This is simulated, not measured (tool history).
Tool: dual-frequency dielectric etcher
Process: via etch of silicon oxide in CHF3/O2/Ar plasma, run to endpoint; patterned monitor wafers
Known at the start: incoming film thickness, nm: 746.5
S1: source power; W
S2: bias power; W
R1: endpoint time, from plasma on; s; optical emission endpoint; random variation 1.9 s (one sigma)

| run | hour | S1 | S2 | R1 |
|---|---|---|---|---|
| 1 | 0.0 | 760 | 201 | 322.62 |
| 2 | 5.1 | 830 | 201 | 314.07 |
| 3 | 10.6 | 830 | 179 | 320.56 |
| 4 | 11.3 | 780 | 174 | 327.48 |
| 5 | 17.9 | 880 | 174 | 316.69 |
| 6 | 26.3 | 820 | 166 | 325.53 |
| 7 | 34.6 | 770 | 159 | 333.26 |

Run 8 has not been measured yet. What should we expect?
| 8 | 41.4 | 730 | 153 | ? |

{"run 8": {"R1": 342.05}}
